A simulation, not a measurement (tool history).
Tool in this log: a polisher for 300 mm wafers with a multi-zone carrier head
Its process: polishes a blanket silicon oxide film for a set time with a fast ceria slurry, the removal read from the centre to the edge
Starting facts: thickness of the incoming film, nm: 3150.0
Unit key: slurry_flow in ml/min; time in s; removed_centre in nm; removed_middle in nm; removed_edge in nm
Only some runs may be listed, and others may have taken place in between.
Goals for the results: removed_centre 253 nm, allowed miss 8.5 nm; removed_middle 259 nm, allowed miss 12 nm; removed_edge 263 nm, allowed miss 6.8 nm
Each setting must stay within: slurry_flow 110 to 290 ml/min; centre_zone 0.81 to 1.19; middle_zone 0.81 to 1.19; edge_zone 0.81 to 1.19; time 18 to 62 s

run  hour  slurry_flow  centre_zone  middle_zone  edge_zone  time  removed_centre  removed_middle  removed_edge
  1     0          185            1            1          1    40          444.78          462.14        466.24
  2   3.3          185         0.97            1          1    40          435.12             460        461.84
  3   5.2          175         0.95         0.97       0.96    35          370.91          396.27         400.2
  4   9.1          135         0.95         0.97       0.96    35          347.43           373.6        378.52
  5  11.6          135         0.95         0.97          1    35          343.23          369.54        387.23
  6  20.4          135         0.95         0.97          1    27          262.29          285.57        298.93
  7  28.3          130         0.97         0.97       0.99    26          260.01          269.47        285.68
  8  33.3          125         0.98         0.98       0.98    26          261.97          269.63        280.97
  9  39.1          120         0.98         0.99       0.97    26          252.75          279.45        272.92
 10  43.7          120         0.99         0.98       0.97    26          259.08          263.02        276.21
 11  47.2          120         0.99         0.99       0.96    26          258.14          268.99        276.26
 12  48.9          120            1         0.99       0.95    26          260.96          270.58        274.87
 13  49.5          115         0.99         0.96        0.9    25          243.86          243.66        255.74

Exactly one of the 4 candidate moves below puts every result within its allowed miss. Which one?
  A  50.1          165          0.9         1.04       0.97    23               ?               ?             ?
  B  50.1          110         1.02         0.94       0.87    25               ?               ?             ?
  C  50.1          140         0.97         0.94       0.89    25               ?               ?             ?
  D  50.1          130         0.89         1.06        0.9    25               ?               ?             ?

move  removed_centre  removed_middle  removed_edge
   A           225.4          265.97        259.74
   B          247.23          239.67        250.28
   C          253.67          256.22        264.82
   D          227.95          278.52        262.34
A: gets the furthest-off result to its target, but another result is out of tolerance
B: moves away from the targets compared with the last run
C: all results land within tolerance of their targets
D: takes the biggest miss from the last run beyond its target
Answer: C

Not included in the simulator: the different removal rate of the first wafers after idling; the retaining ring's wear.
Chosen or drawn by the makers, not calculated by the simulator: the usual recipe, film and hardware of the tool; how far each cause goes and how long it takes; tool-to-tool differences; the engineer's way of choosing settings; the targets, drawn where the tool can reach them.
